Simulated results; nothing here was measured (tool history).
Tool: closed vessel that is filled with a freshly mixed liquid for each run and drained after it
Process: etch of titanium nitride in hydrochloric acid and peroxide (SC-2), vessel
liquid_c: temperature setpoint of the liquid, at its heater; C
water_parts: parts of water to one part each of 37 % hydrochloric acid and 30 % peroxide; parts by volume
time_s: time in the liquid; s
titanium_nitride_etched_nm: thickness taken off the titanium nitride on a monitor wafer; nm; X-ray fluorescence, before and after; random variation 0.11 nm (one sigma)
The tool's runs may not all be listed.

Run 1, day 0.000: liquid_c 58.0 C, water_parts 11.5 parts by volume, time_s 350 s. Result: titanium_nitride_etched_nm 20.9600 nm.
Run 2, day 0.329: liquid_c 53.0 C, water_parts 11.5 parts by volume, time_s 350 s. Result: titanium_nitride_etched_nm 15.0570 nm.
Run 3, day 0.392: liquid_c 53.0 C, water_parts 14.5 parts by volume, time_s 350 s. Result: titanium_nitride_etched_nm 12.4400 nm.
Run 4, day 0.433: liquid_c 53.0 C, water_parts 14.5 parts by volume, time_s 265 s. Result: titanium_nitride_etched_nm 9.3852 nm.
Run 5, day 0.746: liquid_c 57.5 C, water_parts 14.5 parts by volume, time_s 265 s. Result: titanium_nitride_etched_nm 12.5950 nm.
Run 6, day 0.946: liquid_c 61.5 C, water_parts 14.5 parts by volume, time_s 265 s. Result: titanium_nitride_etched_nm 16.0930 nm.
Run 7, day 1.188: liquid_c 64.0 C, water_parts 14.5 parts by volume, time_s 265 s. Result: titanium_nitride_etched_nm 18.8800 nm.
Run 8, day 1.225: liquid_c 66.0 C, water_parts 14.5 parts by volume, time_s 265 s. Result: titanium_nitride_etched_nm 21.3150 nm.
Run 9, day 1.525: liquid_c 67.0 C, water_parts 14.5 parts by volume, time_s 265 s. Result: titanium_nitride_etched_nm 22.4550 nm.
Run 10, day 1.592: liquid_c 68.0 C, water_parts 14.5 parts by volume, time_s 265 s. Result: titanium_nitride_etched_nm 23.9620 nm.

Run 11 comes next. What will it give?
Run 11, day 1.917: liquid_c 68.5 C, water_parts 14.5 parts by volume, time_s 265 s. Result: titanium_nitride_etched_nm ?.

Run 11 gave titanium_nitride_etched_nm 24.7030 nm.

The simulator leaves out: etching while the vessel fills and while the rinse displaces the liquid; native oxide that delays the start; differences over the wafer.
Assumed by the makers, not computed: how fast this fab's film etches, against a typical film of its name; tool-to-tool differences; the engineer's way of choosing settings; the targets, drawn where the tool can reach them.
